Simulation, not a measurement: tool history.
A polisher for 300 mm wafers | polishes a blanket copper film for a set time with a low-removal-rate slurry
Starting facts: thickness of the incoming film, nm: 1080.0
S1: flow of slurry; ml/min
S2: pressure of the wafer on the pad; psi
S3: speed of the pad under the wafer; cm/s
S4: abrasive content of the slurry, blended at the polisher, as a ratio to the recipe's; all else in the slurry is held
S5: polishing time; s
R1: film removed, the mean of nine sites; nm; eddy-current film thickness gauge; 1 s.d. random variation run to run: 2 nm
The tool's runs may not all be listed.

run  hour   S1   S2  S3   S4  S5      R1
  1     0  215    3  86    1  59  139.95
  2   1.3  215    3  86  1.1  59  139.27
  3   7.8  215    3  76  1.1  59  126.36
  4  13.5  165    3  76  1.1  59  121.71
  5  17.3  165    3  76  1.1  53  110.82
  6  17.9  175  3.3  76  1.1  53  120.79

Run 7 has not been measured yet. What should we expect?
  7  25.9  180  3.6  76  1.1  53   ?

{"run 7": {"R1": 131.01}}
